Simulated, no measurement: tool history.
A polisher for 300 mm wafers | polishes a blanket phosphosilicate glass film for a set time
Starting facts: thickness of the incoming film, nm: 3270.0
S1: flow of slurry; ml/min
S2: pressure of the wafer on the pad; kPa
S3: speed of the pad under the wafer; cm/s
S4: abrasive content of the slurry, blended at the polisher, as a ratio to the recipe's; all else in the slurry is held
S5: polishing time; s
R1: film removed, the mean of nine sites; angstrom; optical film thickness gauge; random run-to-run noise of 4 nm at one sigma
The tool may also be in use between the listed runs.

run 1 hour=0 | S1=300 S2=17.2 S3=96 S4=1 S5=121 | R1=7145.6
run 2 hour=3.3 | S1=345 S2=17.2 S3=96 S4=1 S5=121 | R1=7296
run 3 hour=3.9 | S1=335 S2=17.2 S3=96 S4=1 S5=121 | R1=7245.4
run 4 hour=6.2 | S1=295 S2=17.2 S3=96 S4=1 S5=121 | R1=7159.6
run 5 hour=7.3 | S1=295 S2=17.2 S3=96 S4=1 S5=126 | R1=7487.8
run 6 hour=10.5 | S1=270 S2=17.2 S3=96 S4=1 S5=126 | R1=7382.4
run 7 hour=16.1 | S1=260 S2=17.2 S3=96 S4=1 S5=126 | R1=7413.6

Run 8 comes next. What will it give?
run 8 hour=19.7 | S1=255 S2=17.2 S3=96 S4=1 S5=126 | R1=?

R1: 7378.4 angstrom

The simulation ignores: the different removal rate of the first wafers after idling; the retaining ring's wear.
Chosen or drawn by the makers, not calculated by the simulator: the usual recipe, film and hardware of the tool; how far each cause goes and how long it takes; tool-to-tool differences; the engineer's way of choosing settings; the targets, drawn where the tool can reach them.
